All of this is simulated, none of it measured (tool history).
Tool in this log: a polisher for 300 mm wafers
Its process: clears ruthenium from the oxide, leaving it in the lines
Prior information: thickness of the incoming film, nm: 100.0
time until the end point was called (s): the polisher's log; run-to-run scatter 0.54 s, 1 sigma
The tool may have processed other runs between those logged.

run	hour	flow of slurry (ml/min)	pressure of the wafer on the pad (kPa)	speed of the pad under the wafer (m/s)	overpolish time after the end point (s)	time until the end point was called (s)
1	0.0	315	17.9	1.22	11	56.336
2	2.7	245	17.9	1.22	11	57.443
3	11.7	245	18.6	1.22	11	55.924
4	15.6	275	18.6	1.22	11	55.043
5	18.2	275	18.6	1.02	11	63.861
6	21.2	275	18.6	0.88	11	67.743
7	26.8	275	20.0	0.90	11	64.243

The next listed run, before its measurement:
8	34.9	275	21.4	0.92	11	?

time until the end point was called (s): 58.085

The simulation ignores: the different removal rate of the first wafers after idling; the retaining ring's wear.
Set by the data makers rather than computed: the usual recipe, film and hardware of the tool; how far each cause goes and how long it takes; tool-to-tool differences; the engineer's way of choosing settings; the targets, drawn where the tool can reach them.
